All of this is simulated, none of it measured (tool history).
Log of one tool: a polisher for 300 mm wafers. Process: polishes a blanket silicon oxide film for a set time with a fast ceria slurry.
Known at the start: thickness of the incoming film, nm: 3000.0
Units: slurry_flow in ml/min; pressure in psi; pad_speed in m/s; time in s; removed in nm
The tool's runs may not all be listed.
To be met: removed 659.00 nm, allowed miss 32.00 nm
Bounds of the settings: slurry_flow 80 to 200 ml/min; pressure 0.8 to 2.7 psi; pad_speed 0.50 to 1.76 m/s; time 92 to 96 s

run 1 hour=0.0 | slurry_flow=130 pressure=1.7 pad_speed=1.12 time=92 | removed=1133.30
run 2 hour=6.7 | slurry_flow=130 pressure=1.5 pad_speed=1.12 time=92 | removed=988.63
run 3 hour=10.6 | slurry_flow=130 pressure=1.4 pad_speed=1.12 time=92 | removed=922.92
run 4 hour=13.6 | slurry_flow=130 pressure=1.3 pad_speed=1.12 time=92 | removed=867.41
run 5 hour=18.2 | slurry_flow=130 pressure=1.2 pad_speed=1.12 time=92 | removed=790.95
run 6 hour=21.7 | slurry_flow=125 pressure=1.1 pad_speed=1.12 time=92 | removed=724.51
run 7 hour=23.0 | slurry_flow=120 pressure=1.1 pad_speed=1.12 time=92 | removed=710.15
run 8 hour=26.8 | slurry_flow=120 pressure=1.1 pad_speed=1.12 time=92 | removed=740.92

Which of these 5 next moves meets every target?
run A hour=30.6 | slurry_flow=140 pressure=1.0 pad_speed=1.26 time=94 | removed=?
run B hour=30.6 | slurry_flow=110 pressure=1.0 pad_speed=1.08 time=96 | removed=?
run C hour=30.6 | slurry_flow=115 pressure=1.1 pad_speed=1.20 time=96 | removed=?
run D hour=30.6 | slurry_flow=165 pressure=0.9 pad_speed=0.98 time=92 | removed=?
run E hour=30.6 | slurry_flow=115 pressure=1.1 pad_speed=0.92 time=92 | removed=?

move=A removed=773.88
move=B removed=656.72
move=C removed=794.66
move=D removed=572.26
move=E removed=610.87
A: further off than the last run
B: meets every target
C: further off than the last run
D: takes the result that was furthest off past its target
E: takes the result that was furthest off past its target
Move B is the one to make.
